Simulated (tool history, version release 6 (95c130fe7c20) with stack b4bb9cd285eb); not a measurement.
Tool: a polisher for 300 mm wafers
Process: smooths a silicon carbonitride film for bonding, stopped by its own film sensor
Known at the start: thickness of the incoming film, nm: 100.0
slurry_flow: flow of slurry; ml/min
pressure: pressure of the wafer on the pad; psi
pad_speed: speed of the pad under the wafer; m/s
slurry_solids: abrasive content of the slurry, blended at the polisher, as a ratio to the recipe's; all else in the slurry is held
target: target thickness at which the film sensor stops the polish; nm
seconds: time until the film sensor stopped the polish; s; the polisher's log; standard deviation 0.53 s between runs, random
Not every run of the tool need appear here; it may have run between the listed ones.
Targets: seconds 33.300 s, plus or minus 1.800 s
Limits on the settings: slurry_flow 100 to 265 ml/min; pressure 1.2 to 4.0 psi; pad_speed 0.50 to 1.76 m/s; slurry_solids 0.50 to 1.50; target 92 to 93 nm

{"run": 1, "day": 0.0, "slurry_flow": 170, "pressure": 2.6, "pad_speed": 1.12, "slurry_solids": 1.0, "target": 92, "seconds": 22.554}
{"run": 2, "day": 0.212, "slurry_flow": 170, "pressure": 2.6, "pad_speed": 1.12, "slurry_solids": 1.0, "target": 92, "seconds": 22.782}
{"run": 3, "day": 0.533, "slurry_flow": 170, "pressure": 2.6, "pad_speed": 1.12, "slurry_solids": 1.0, "target": 93, "seconds": 19.866}
{"run": 4, "day": 0.854, "slurry_flow": 170, "pressure": 2.3, "pad_speed": 1.1, "slurry_solids": 1.0, "target": 93, "seconds": 22.15}
{"run": 5, "day": 0.938, "slurry_flow": 170, "pressure": 2.0, "pad_speed": 1.04, "slurry_solids": 1.0, "target": 93, "seconds": 27.202}
{"run": 6, "day": 1.242, "slurry_flow": 170, "pressure": 2.3, "pad_speed": 1.04, "slurry_solids": 1.0, "target": 93, "seconds": 23.897}
{"run": 7, "day": 1.45, "slurry_flow": 170, "pressure": 2.1, "pad_speed": 1.02, "slurry_solids": 1.0, "target": 93, "seconds": 26.153}
{"run": 8, "day": 1.721, "slurry_flow": 170, "pressure": 1.9, "pad_speed": 1.02, "slurry_solids": 1.0, "target": 93, "seconds": 28.054}
{"run": 9, "day": 1.917, "slurry_flow": 170, "pressure": 1.8, "pad_speed": 1.02, "slurry_solids": 1.0, "target": 93, "seconds": 31.047}

Of the 4 settings listed for the next run, only one would bring every result within its allowed miss of target. Which one?
{"run": "A", "day": 2.112, "slurry_flow": 105, "pressure": 1.8, "pad_speed": 0.92, "slurry_solids": 0.85, "target": 93, "seconds": "?"}
{"run": "B", "day": 2.112, "slurry_flow": 165, "pressure": 1.9, "pad_speed": 1.1, "slurry_solids": 0.85, "target": 92, "seconds": "?"}
{"run": "C", "day": 2.112, "slurry_flow": 180, "pressure": 2.1, "pad_speed": 0.8, "slurry_solids": 0.95, "target": 92, "seconds": "?"}
{"run": "D", "day": 2.112, "slurry_flow": 230, "pressure": 1.7, "pad_speed": 0.98, "slurry_solids": 1.05, "target": 92, "seconds": "?"}

move=A seconds=39.108
move=B seconds=33.883
move=C seconds=37.848
move=D seconds=37.024
A: the result that was furthest off in the last run now lies on the other side of its target
B: in spec on every target
C: the result that was furthest off in the last run now lies on the other side of its target
D: the result that was furthest off in the last run now lies on the other side of its target
B meets every target.
